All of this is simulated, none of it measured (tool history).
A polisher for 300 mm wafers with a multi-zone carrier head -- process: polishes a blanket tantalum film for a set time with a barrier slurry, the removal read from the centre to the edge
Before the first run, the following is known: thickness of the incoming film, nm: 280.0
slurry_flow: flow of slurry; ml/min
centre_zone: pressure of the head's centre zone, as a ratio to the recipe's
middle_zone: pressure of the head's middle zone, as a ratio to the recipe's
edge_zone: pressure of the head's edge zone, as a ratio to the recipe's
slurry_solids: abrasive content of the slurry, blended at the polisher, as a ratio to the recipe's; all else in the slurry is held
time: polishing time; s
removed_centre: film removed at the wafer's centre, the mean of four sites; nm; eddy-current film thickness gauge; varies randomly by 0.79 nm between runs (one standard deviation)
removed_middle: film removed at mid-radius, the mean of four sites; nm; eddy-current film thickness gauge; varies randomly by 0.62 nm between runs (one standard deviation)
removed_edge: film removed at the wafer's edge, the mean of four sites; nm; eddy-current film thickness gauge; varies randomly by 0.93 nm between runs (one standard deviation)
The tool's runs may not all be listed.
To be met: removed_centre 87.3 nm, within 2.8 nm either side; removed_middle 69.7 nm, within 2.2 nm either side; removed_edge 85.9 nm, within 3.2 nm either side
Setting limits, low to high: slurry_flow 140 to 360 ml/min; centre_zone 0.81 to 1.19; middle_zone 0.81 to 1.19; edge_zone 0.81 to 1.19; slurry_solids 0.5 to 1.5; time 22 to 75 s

run,day,slurry_flow,centre_zone,middle_zone,edge_zone,slurry_solids,time,removed_centre,removed_middle,removed_edge
1,0,230,1,1,1,1,48,69.008,68.729,72.415
2,0.321,180,1,1,1,1,48,66.53,69.147,71.762
3,0.538,190,1.02,0.99,1.03,1.05,48,68.8,69.012,74.918
4,0.7,155,1.02,0.99,1.03,1.05,48,67.252,67.267,72.61
5,0.804,155,1.02,0.99,1.03,0.85,48,62.599,63.032,69.323
6,0.933,155,1.02,0.99,1.03,0.7,48,60.876,59.346,64.045
7,1.275,170,1.05,0.98,1.05,0.8,48,66.256,63.035,68.608
8,1.633,185,1.06,0.96,1.08,0.85,48,68.536,63.953,70.661
9,1.929,190,1.07,0.93,1.1,0.9,48,70.797,63.448,71.332
10,2.208,185,1.08,0.91,1.12,1,48,72.799,63.621,75.875
11,2.321,185,1.08,0.91,1.12,1,48,73.533,63.906,76.561

Which single option among these 5 for the next run brings every result within its allowed miss of target? Just one does.
A,2.433,265,1.12,0.85,1.11,0.85,52,?,?,?
B,2.433,200,1.19,0.92,1.19,1.3,49,?,?,?
C,2.433,190,0.97,1.19,1.09,1.05,41,?,?,?
D,2.433,220,1.14,0.98,1.12,0.95,49,?,?,?
E,2.433,140,0.95,0.95,1.19,1.2,51,?,?,?

move,removed_centre,removed_middle,removed_edge
A,82.15,64.283,80.68
B,88.57,69.247,85.631
C,57.078,66.734,64.632
D,79.587,68.02,77.473
E,68.581,69.343,84.619
A: gains on the last run, yet a result remains outside its allowed miss
B: each result inside its tolerance
C: the biggest miss grows against the last run
D: gains on the last run, yet a result remains outside its allowed miss
E: the biggest miss grows against the last run
B meets every target.
